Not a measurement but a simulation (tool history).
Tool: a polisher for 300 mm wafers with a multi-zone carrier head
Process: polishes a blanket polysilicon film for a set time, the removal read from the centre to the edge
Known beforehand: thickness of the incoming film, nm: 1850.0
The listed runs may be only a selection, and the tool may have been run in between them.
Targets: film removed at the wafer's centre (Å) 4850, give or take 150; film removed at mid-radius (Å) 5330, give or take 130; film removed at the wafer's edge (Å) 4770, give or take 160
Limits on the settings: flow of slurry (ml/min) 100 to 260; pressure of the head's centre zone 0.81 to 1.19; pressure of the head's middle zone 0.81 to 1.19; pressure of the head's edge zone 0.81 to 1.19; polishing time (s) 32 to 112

run	hour	flow of slurry (ml/min)	pressure of the head's centre zone	pressure of the head's middle zone	pressure of the head's edge zone	polishing time (s)	film removed at the wafer's centre (Å)	film removed at mid-radius (Å)	film removed at the wafer's edge (Å)
1	0	165	1	1	1	72	7280.4	7114.9	7226.5
2	6	165	1	1.06	1	72	7319.8	7518.2	7240.6
3	14.2	165	0.99	1.06	0.97	68	6746.1	7125.2	6700.2
4	20.6	195	0.99	1.06	0.97	68	7121.7	7245.1	6844.3
5	28.5	190	0.98	1.05	0.94	65	6685.4	6955.2	6486.8
6	31.8	190	0.95	1.05	0.94	65	6412	6950.7	6580.5
7	35.8	180	0.95	1.05	0.92	62	6054.3	6483.4	6059.3
8	44.1	170	0.95	1.05	0.9	61	5893.9	6307.5	5884.9
9	51.2	150	0.93	1.06	0.81	47	4350.7	4829.1	4345.8
10	52.4	160	0.93	1.06	0.82	47	4424.2	4906.5	4404.7
11	61.4	170	0.93	1.06	0.83	47	4466.9	4922.8	4405.6
12	68.8	180	0.93	1.06	0.84	47	4434.7	5004.9	4506.2

Consider the 4 candidate settings below. Which is the only one whose results all fall within their allowed miss of target?
A	76.2	170	0.93	0.92	0.81	55	?	?	?
B	76.2	200	0.96	0.96	0.94	48	?	?	?
C	76.2	165	0.94	0.98	0.89	54	?	?	?
D	76.2	170	0.94	1.05	0.81	51	?	?	?

move	film removed at the wafer's centre (Å)	film removed at mid-radius (Å)	film removed at the wafer's edge (Å)
A	5207.3	5152.1	5185.6
B	4824.7	4773.3	4844
C	5141.8	5306.5	5231
D	4885.4	5339.5	4800.1
A: the result that was furthest off in the last run now lies on the other side of its target
B: the furthest-off result lands on target, but another misses its tolerance
C: the result that was furthest off in the last run now lies on the other side of its target
D: in spec on every target
D meets every target.

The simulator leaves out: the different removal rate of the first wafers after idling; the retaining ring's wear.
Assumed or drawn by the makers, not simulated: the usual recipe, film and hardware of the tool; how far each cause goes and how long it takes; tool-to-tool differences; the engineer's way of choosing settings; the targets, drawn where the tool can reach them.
